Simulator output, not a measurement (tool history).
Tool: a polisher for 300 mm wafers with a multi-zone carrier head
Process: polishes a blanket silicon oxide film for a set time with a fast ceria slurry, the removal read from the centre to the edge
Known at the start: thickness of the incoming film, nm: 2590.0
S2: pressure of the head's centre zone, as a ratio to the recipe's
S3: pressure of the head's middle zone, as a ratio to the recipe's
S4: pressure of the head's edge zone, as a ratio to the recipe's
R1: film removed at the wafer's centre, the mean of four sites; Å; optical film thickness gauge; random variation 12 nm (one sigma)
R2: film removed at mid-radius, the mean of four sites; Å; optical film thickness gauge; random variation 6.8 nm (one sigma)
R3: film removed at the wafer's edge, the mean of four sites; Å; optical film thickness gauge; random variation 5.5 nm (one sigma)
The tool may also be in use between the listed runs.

run 1 hour=0.0 | flow_of_slurry_(ml/min)=150 S2=1.00 S3=1.00 S4=1.00 polishing_time_(s)=47 | R1=7710.3 R2=7549.1 R3=7768.1
run 2 hour=2.2 | flow_of_slurry_(ml/min)=150 S2=1.07 S3=1.00 S4=1.00 polishing_time_(s)=47 | R1=8191.3 R2=7479.2 R3=7761.2
run 3 hour=3.7 | flow_of_slurry_(ml/min)=150 S2=1.07 S3=1.00 S4=1.00 polishing_time_(s)=54 | R1=9598.9 R2=8603.0 R3=8913.0
run 4 hour=11.1 | flow_of_slurry_(ml/min)=150 S2=1.03 S3=1.00 S4=1.00 polishing_time_(s)=54 | R1=8997.0 R2=8681.0 R3=9002.4
run 5 hour=18.8 | flow_of_slurry_(ml/min)=150 S2=1.03 S3=1.04 S4=1.00 polishing_time_(s)=54 | R1=9202.8 R2=8827.0 R3=8763.8
run 6 hour=22.4 | flow_of_slurry_(ml/min)=150 S2=1.03 S3=1.04 S4=1.00 polishing_time_(s)=43 | R1=7037.1 R2=6961.7 R3=7079.2
run 7 hour=25.5 | flow_of_slurry_(ml/min)=160 S2=1.05 S3=1.06 S4=1.00 polishing_time_(s)=45 | R1=7798.9 R2=7552.3 R3=7413.3
run 8 hour=31.4 | flow_of_slurry_(ml/min)=170 S2=1.06 S3=1.08 S4=1.02 polishing_time_(s)=46 | R1=8228.6 R2=7731.8 R3=7808.4
run 9 hour=32.4 | flow_of_slurry_(ml/min)=175 S2=1.06 S3=1.10 S4=1.01 polishing_time_(s)=47 | R1=8410.1 R2=8183.6 R3=7807.0
run 10 hour=36.4 | flow_of_slurry_(ml/min)=175 S2=1.06 S3=1.10 S4=1.01 polishing_time_(s)=47 | R1=8352.7 R2=8129.9 R3=7947.2
run 11 hour=39.5 | flow_of_slurry_(ml/min)=180 S2=1.07 S3=1.11 S4=1.01 polishing_time_(s)=47 | R1=8648.4 R2=8237.3 R3=7949.1
run 12 hour=48.1 | flow_of_slurry_(ml/min)=220 S2=1.11 S3=1.19 S4=1.09 polishing_time_(s)=48 | R1=9548.3 R2=9188.6 R3=8606.8

The next listed run, before its measurement:
run 13 hour=56.7 | flow_of_slurry_(ml/min)=220 S2=1.11 S3=1.19 S4=1.08 polishing_time_(s)=48 | R1=? R2=? R3=?

R1: 9343.4 Å
R2: 9047.6 Å
R3: 8620.4 Å
